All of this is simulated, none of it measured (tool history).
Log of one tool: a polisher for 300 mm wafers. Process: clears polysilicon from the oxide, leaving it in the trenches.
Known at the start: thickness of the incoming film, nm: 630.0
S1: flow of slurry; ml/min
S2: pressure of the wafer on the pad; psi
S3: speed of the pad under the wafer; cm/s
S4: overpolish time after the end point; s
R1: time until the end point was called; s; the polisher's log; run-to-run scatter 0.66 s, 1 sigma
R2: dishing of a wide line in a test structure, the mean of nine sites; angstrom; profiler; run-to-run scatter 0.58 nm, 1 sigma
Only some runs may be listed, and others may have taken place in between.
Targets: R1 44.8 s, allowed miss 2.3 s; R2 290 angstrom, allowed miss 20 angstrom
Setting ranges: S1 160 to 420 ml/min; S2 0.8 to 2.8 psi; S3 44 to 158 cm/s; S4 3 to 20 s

{"run": 1, "hour": 0.0, "S1": 270, "S2": 1.8, "S3": 100, "S4": 10, "R1": 85.642, "R2": 313.01}
{"run": 2, "hour": 5.0, "S1": 215, "S2": 1.8, "S3": 100, "S4": 10, "R1": 87.755, "R2": 319.53}
{"run": 3, "hour": 8.9, "S1": 215, "S2": 1.8, "S3": 74, "S4": 10, "R1": 120.7, "R2": 282.64}
{"run": 4, "hour": 11.4, "S1": 180, "S2": 1.8, "S3": 74, "S4": 10, "R1": 123.19, "R2": 281.42}
{"run": 5, "hour": 16.9, "S1": 220, "S2": 2.1, "S3": 82, "S4": 8, "R1": 92.709, "R2": 282.74}
{"run": 6, "hour": 22.0, "S1": 230, "S2": 2.3, "S3": 90, "S4": 7, "R1": 76.957, "R2": 292.49}
{"run": 7, "hour": 25.0, "S1": 260, "S2": 2.4, "S3": 96, "S4": 6, "R1": 70.242, "R2": 281.83}
{"run": 8, "hour": 29.5, "S1": 265, "S2": 2.8, "S3": 124, "S4": 3, "R1": 47.343, "R2": 242.33}

Exercise: of the 5 proposed moves below, exactly one satisfies all targets within the stated allowed misses. Which move is it?
{"run": "A", "hour": 34.0, "S1": 265, "S2": 2.8, "S3": 130, "S4": 3, "R1": "?", "R2": "?"}
{"run": "B", "hour": 34.0, "S1": 250, "S2": 2.8, "S3": 124, "S4": 3, "R1": "?", "R2": "?"}
{"run": "C", "hour": 34.0, "S1": 280, "S2": 2.6, "S3": 126, "S4": 3, "R1": "?", "R2": "?"}
{"run": "D", "hour": 34.0, "S1": 255, "S2": 2.8, "S3": 120, "S4": 4, "R1": "?", "R2": "?"}
{"run": "E", "hour": 34.0, "S1": 260, "S2": 2.8, "S3": 128, "S4": 4, "R1": "?", "R2": "?"}

move=A R1=45.197 R2=255.65
move=B R1=47.634 R2=248.56
move=C R1=49.611 R2=243.03
move=D R1=49.073 R2=282.58
move=E R1=45.981 R2=290.69
A: nearer the targets than the last run, but a result is still out of spec
B: nearer the targets than the last run, but a result is still out of spec
C: no nearer and no further than the last run
D: puts the biggest miss on target and leaves a different result outside tolerance
E: hits every target within its allowed miss
E meets every target.
